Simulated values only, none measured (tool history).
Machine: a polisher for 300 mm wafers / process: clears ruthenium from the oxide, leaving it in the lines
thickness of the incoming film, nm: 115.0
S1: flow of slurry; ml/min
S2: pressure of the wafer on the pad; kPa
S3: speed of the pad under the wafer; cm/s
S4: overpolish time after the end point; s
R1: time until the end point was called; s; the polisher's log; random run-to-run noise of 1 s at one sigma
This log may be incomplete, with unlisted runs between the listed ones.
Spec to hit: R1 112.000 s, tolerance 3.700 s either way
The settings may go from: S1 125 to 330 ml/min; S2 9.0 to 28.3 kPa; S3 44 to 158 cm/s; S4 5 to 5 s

{"run": 1, "hour": 0.0, "S1": 210, "S2": 18.6, "S3": 100, "S4": 5, "R1": 90.793}
{"run": 2, "hour": 6.8, "S1": 210, "S2": 17.2, "S3": 100, "S4": 5, "R1": 97.118}
{"run": 3, "hour": 15.7, "S1": 210, "S2": 16.5, "S3": 100, "S4": 5, "R1": 101.42}
{"run": 4, "hour": 23.0, "S1": 210, "S2": 19.3, "S3": 100, "S4": 5, "R1": 86.858}
{"run": 5, "hour": 31.1, "S1": 210, "S2": 15.9, "S3": 100, "S4": 5, "R1": 105.39}
{"run": 6, "hour": 32.8, "S1": 250, "S2": 15.9, "S3": 100, "S4": 5, "R1": 102.06}
{"run": 7, "hour": 38.8, "S1": 245, "S2": 15.9, "S3": 100, "S4": 5, "R1": 101.53}
{"run": 8, "hour": 39.7, "S1": 240, "S2": 15.9, "S3": 100, "S4": 5, "R1": 102.09}
{"run": 9, "hour": 43.5, "S1": 235, "S2": 15.9, "S3": 100, "S4": 5, "R1": 103.59}
{"run": 10, "hour": 51.3, "S1": 230, "S2": 15.9, "S3": 100, "S4": 5, "R1": 104.29}

5 next moves are on the table. One of them brings every result within its allowed miss. Which?
{"run": "A", "hour": 59.1, "S1": 285, "S2": 13.8, "S3": 92, "S4": 5, "R1": "?"}
{"run": "B", "hour": 59.1, "S1": 240, "S2": 15.2, "S3": 94, "S4": 5, "R1": "?"}
{"run": "C", "hour": 59.1, "S1": 240, "S2": 14.5, "S3": 90, "S4": 5, "R1": "?"}
{"run": "D", "hour": 59.1, "S1": 225, "S2": 15.2, "S3": 88, "S4": 5, "R1": "?"}
{"run": "E", "hour": 59.1, "S1": 230, "S2": 17.9, "S3": 74, "S4": 5, "R1": "?"}

move=A R1=122.980
move=B R1=113.430
move=C R1=122.950
move=D R1=121.860
move=E R1=124.750
A: pushes the last run's worst result past its target
B: every result lands within tolerance
C: pushes the last run's worst result past its target
D: pushes the last run's worst result past its target
E: pushes the last run's worst result past its target
The right move is B.
